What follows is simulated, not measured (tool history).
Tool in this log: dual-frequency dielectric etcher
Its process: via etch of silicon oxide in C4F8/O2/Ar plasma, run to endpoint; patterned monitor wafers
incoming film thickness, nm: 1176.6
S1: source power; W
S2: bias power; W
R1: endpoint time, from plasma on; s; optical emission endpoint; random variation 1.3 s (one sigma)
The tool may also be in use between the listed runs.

| run | hour | S1 | S2 | R1 |
|---|---|---|---|---|
| 1 | 0 | 1460 | 1797 | 255.18 |
| 2 | 6.9 | 1460 | 1682 | 257.22 |
| 3 | 9.2 | 1280 | 1511 | 287.49 |
| 4 | 12.9 | 1200 | 1503 | 303.55 |
| 5 | 20.1 | 1200 | 1347 | 308.6 |
| 6 | 25.8 | 1170 | 1345 | 315.34 |
| 7 | 29.8 | 1110 | 1337 | 327.59 |
| 8 | 36.9 | 1110 | 1337 | 327.59 |

Expected results for the next run?
| 9 | 42.3 | 1190 | 1350 | ? |

{"run 9": {"R1": 309.53}}
